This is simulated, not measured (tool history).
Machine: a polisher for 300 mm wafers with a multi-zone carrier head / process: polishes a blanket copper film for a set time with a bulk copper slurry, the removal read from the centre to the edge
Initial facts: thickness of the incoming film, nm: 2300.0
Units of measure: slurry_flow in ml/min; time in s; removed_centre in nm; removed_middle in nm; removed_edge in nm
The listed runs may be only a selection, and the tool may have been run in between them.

| run | hour | slurry_flow | centre_zone | middle_zone | edge_zone | slurry_solids | time | removed_centre | removed_middle | removed_edge |
|---|---|---|---|---|---|---|---|---|---|---|
| 1 | 0 | 145 | 1 | 1 | 1 | 1 | 69 | 694.46 | 684.49 | 703.04 |
| 2 | 3.2 | 145 | 1 | 1 | 0.96 | 1 | 69 | 692.06 | 680.5 | 696.17 |
| 3 | 10.1 | 145 | 1 | 1.03 | 0.96 | 1 | 69 | 707.31 | 688.09 | 696.77 |
| 4 | 15.2 | 140 | 1.02 | 1.01 | 0.95 | 0.95 | 66 | 654.63 | 639.79 | 649.8 |
| 5 | 22.6 | 140 | 1.02 | 1.01 | 0.95 | 1.05 | 66 | 656.64 | 655.09 | 666.4 |
| 6 | 23.9 | 140 | 1.02 | 1.01 | 0.95 | 1.05 | 77 | 789.45 | 760.82 | 765.8 |

Expected results for the next run?
|  | 25.4 | slurry nozzle cleaned |
| 7 | 25.4 | 115 | 1.12 | 0.91 | 0.85 | 0.8 | 58 | ? | ? | ? |

For run 7 the tool returned removed_centre 611 nm, removed_middle 504.07 nm, removed_edge 533.41 nm.

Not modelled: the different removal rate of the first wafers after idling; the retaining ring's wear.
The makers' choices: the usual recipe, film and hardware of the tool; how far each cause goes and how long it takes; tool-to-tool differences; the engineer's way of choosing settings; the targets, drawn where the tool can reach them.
